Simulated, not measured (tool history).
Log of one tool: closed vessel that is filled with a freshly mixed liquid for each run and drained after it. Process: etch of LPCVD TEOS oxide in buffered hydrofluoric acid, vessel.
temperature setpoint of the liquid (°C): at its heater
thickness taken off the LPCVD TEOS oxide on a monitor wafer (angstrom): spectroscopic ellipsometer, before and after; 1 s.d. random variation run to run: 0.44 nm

run	day	temperature setpoint of the liquid (°C)	parts of 40 % ammonium fluoride to one part of 49 % hydrofluoric acid (parts by volume)	time in the liquid (s)	thickness taken off the LPCVD TEOS oxide on a monitor wafer (angstrom)
1	0.000	23.0	22.0	90	830.79
2	0.225	24.5	22.0	90	897.48
3	0.417	24.5	25.5	90	813.99
4	0.779	24.5	19.5	90	983.54
5	1.058	24.5	19.5	95	1039.80
6	1.125	22.5	19.5	95	931.57
7	1.262	23.5	19.5	95	988.12
8	1.438	24.0	19.5	95	1008.50

The next listed run, before its measurement:
9	1.671	24.5	19.5	95	?

{"run 9": {"thickness taken off the LPCVD TEOS oxide on a monitor wafer (angstrom)": 1033.9}}

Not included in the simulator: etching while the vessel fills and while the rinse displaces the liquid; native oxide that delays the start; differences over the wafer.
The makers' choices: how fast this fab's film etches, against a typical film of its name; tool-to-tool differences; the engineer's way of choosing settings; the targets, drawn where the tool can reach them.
